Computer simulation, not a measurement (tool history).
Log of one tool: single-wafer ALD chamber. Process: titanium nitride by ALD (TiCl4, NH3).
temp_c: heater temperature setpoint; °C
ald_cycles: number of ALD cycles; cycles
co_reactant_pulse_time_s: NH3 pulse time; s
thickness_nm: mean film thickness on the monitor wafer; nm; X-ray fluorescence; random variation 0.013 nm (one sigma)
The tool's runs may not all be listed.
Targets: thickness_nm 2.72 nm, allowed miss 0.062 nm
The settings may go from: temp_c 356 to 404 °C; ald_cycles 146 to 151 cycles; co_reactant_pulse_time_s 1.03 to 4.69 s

run,hour,temp_c,ald_cycles,co_reactant_pulse_time_s,thickness_nm
1,0,380,146,2.86,3.0899
2,1.1,376,146,2.54,3.0523
3,2.8,376,146,2.54,3.0812
4,7.4,373,146,2.28,2.9842
5,14.7,370,146,2.06,2.9253
6,19.4,370,151,2.06,3.0543
7,25.6,368,150,1.88,3.0016
8,26.7,366,149,1.73,2.8781
9,32.7,365,148,1.71,2.8591
10,33.8,356,146,1.03,2.0608
11,38.5,359,146,1.03,2.1069
12,44.4,364,147,1.03,2.2163
13,51.2,366,148,1.1,2.4129
14,52.9,378,150,1.1,2.6153
15,56.5,379,150,1.1,2.6268
16,61.4,390,151,2.01,3.1517
17,69.6,388,150,1.93,3.0859
18,73.2,376,146,1.03,2.3942
19,82.2,378,147,1.03,2.4408
20,83.8,380,148,1.04,2.4752
21,89.5,381,149,1.07,2.6046
22,96.3,382,149,1.07,2.6191
23,98.6,383,149,1.07,2.5938
24,102,384,149,1.07,2.64
25,105.5,385,149,1.07,2.6034

Which of these 4 next moves meets every target?
A,109,391,151,1.19,?
B,109,392,151,1.13,?
C,109,378,151,1.05,?
D,109,380,146,1.25,?

move,thickness_nm
A,2.8806
B,2.8305
C,2.5602
D,2.7471
A: takes the result that was furthest off past its target
B: takes the result that was furthest off past its target
C: further off than the last run
D: meets every target
The right move is D.

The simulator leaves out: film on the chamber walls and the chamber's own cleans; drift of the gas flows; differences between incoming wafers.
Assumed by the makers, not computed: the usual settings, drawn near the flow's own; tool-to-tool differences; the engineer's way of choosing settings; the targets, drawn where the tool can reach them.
